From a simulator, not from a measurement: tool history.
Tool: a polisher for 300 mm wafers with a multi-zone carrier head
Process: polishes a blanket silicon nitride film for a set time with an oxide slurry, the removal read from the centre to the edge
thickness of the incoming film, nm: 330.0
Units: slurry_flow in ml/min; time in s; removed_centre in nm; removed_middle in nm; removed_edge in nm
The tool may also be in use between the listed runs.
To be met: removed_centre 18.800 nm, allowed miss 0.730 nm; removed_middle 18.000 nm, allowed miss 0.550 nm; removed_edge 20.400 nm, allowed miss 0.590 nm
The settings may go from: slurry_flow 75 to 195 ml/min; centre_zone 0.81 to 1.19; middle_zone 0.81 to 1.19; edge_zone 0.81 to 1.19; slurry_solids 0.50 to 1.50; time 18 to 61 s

Run 1, hour 0.0: slurry_flow 125 ml/min, centre_zone 1.00, middle_zone 1.00, edge_zone 1.00, slurry_solids 1.00, time 39 s. Result: removed_centre 26.889 nm, removed_middle 26.085 nm, removed_edge 26.953 nm.
Run 2, hour 6.2: slurry_flow 140 ml/min, centre_zone 1.00, middle_zone 1.00, edge_zone 1.00, slurry_solids 1.00, time 39 s. Result: removed_centre 27.877 nm, removed_middle 27.059 nm, removed_edge 27.685 nm.
Run 3, hour 14.5: slurry_flow 115 ml/min, centre_zone 1.00, middle_zone 1.00, edge_zone 1.00, slurry_solids 1.00, time 39 s. Result: removed_centre 26.627 nm, removed_middle 26.167 nm, removed_edge 26.709 nm.
Run 4, hour 21.0: slurry_flow 115 ml/min, centre_zone 1.00, middle_zone 1.00, edge_zone 1.00, slurry_solids 1.20, time 39 s. Result: removed_centre 28.217 nm, removed_middle 27.890 nm, removed_edge 28.923 nm.
Run 5, hour 24.1: slurry_flow 115 ml/min, centre_zone 1.00, middle_zone 1.05, edge_zone 1.00, slurry_solids 1.20, time 39 s. Result: removed_centre 28.656 nm, removed_middle 29.055 nm, removed_edge 28.847 nm.
Run 6, hour 33.1: slurry_flow 115 ml/min, centre_zone 1.00, middle_zone 1.05, edge_zone 1.05, slurry_solids 1.20, time 39 s. Result: removed_centre 28.691 nm, removed_middle 28.564 nm, removed_edge 29.272 nm.
Run 7, hour 33.8: slurry_flow 115 ml/min, centre_zone 1.00, middle_zone 1.05, edge_zone 1.05, slurry_solids 1.20, time 39 s. Result: removed_centre 28.222 nm, removed_middle 28.746 nm, removed_edge 29.535 nm.
Run 8, hour 39.9: slurry_flow 115 ml/min, centre_zone 1.00, middle_zone 1.05, edge_zone 1.05, slurry_solids 1.20, time 39 s. Result: removed_centre 28.226 nm, removed_middle 29.060 nm, removed_edge 29.650 nm.
Run 9, hour 42.6: slurry_flow 105 ml/min, centre_zone 0.98, middle_zone 1.00, edge_zone 1.03, slurry_solids 1.00, time 39 s. Result: removed_centre 25.174 nm, removed_middle 25.078 nm, removed_edge 26.985 nm.
Run 10, hour 48.0: slurry_flow 105 ml/min, centre_zone 0.98, middle_zone 1.00, edge_zone 1.03, slurry_solids 1.00, time 39 s. Result: removed_centre 24.511 nm, removed_middle 25.451 nm, removed_edge 26.220 nm.
Run 11, hour 52.0: slurry_flow 105 ml/min, centre_zone 0.98, middle_zone 0.95, edge_zone 1.03, slurry_solids 0.85, time 39 s. Result: removed_centre 23.154 nm, removed_middle 22.429 nm, removed_edge 24.880 nm.
Run 12, hour 57.8: slurry_flow 100 ml/min, centre_zone 0.97, middle_zone 0.92, edge_zone 1.00, slurry_solids 0.75, time 39 s. Result: removed_centre 21.273 nm, removed_middle 20.433 nm, removed_edge 22.757 nm.
Run 13, hour 63.6: slurry_flow 95 ml/min, centre_zone 0.96, middle_zone 0.90, edge_zone 0.98, slurry_solids 0.75, time 39 s. Result: removed_centre 20.895 nm, removed_middle 19.705 nm, removed_edge 22.333 nm.
Run 14, hour 67.6: slurry_flow 95 ml/min, centre_zone 0.96, middle_zone 0.90, edge_zone 0.98, slurry_solids 0.75, time 39 s. Result: removed_centre 20.653 nm, removed_middle 19.725 nm, removed_edge 22.676 nm.
Run 15, hour 75.8: slurry_flow 90 ml/min, centre_zone 0.96, middle_zone 0.89, edge_zone 0.95, slurry_solids 0.75, time 39 s. Result: removed_centre 20.289 nm, removed_middle 19.093 nm, removed_edge 21.336 nm.
Run 16, hour 83.4: slurry_flow 85 ml/min, centre_zone 0.95, middle_zone 0.88, edge_zone 0.95, slurry_solids 0.75, time 39 s. Result: removed_centre 19.091 nm, removed_middle 18.656 nm, removed_edge 21.849 nm.

Which of these 4 next moves meets every target?
Run A, hour 91.0: slurry_flow 80 ml/min, centre_zone 0.94, middle_zone 0.88, edge_zone 0.99, slurry_solids 0.50, time 44 s. Result: removed_centre ?, removed_middle ?, removed_edge ?.
Run B, hour 91.0: slurry_flow 100 ml/min, centre_zone 0.94, middle_zone 0.87, edge_zone 0.92, slurry_solids 0.90, time 33 s. Result: removed_centre ?, removed_middle ?, removed_edge ?.
Run C, hour 91.0: slurry_flow 80 ml/min, centre_zone 0.93, middle_zone 0.90, edge_zone 0.95, slurry_solids 0.55, time 47 s. Result: removed_centre ?, removed_middle ?, removed_edge ?.
Run D, hour 91.0: slurry_flow 90 ml/min, centre_zone 0.97, middle_zone 0.82, edge_zone 0.99, slurry_solids 0.80, time 35 s. Result: removed_centre ?, removed_middle ?, removed_edge ?.

move  removed_centre  removed_middle  removed_edge
   A          16.819          16.154        19.440
   B          18.822          17.683        20.145
   C          18.757          18.503        21.478
   D          18.676          16.408        20.440
A: takes the result that was furthest off past its target
B: meets every target
C: nearer than the last run, and not there yet
D: brings the result that was furthest off to its target, and leaves another outside
Move B is the one to make.

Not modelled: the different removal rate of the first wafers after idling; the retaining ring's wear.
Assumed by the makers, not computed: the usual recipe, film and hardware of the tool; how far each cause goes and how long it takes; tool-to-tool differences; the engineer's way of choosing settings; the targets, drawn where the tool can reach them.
